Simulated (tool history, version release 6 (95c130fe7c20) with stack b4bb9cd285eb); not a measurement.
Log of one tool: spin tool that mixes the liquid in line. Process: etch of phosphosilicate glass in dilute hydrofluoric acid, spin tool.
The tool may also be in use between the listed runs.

| run | hour | temperature setpoint of the liquid (C) | parts of water to one part of 49 % hydrofluoric acid (parts by volume) | time under the liquid (s) | thickness taken off the phosphosilicate glass on a monitor wafer (Å) |
|---|---|---|---|---|---|
| 1 | 0 | 26 | 135 | 45 | 371.14 |
| 2 | 9 | 28 | 135 | 45 | 396.57 |
| 3 | 12.6 | 28 | 135 | 50 | 443.71 |
| 4 | 20.1 | 28 | 110 | 50 | 562.47 |
| 5 | 21.3 | 29.5 | 105 | 50 | 622.23 |
| 6 | 27.9 | 29.5 | 150 | 50 | 408.55 |
| 7 | 30 | 30.5 | 135 | 50 | 481.97 |
| 8 | 32.8 | 31.5 | 120 | 50 | 575.27 |
| 9 | 41.3 | 32 | 110 | 50 | 650.7 |
| 10 | 47.3 | 32.5 | 105 | 50 | 701.16 |

Run 11 comes next. What will it give?
| 11 | 48.3 | 33 | 100 | 50 | ? |

Run 11 gave thickness taken off the phosphosilicate glass on a monitor wafer (Å) 751.76.
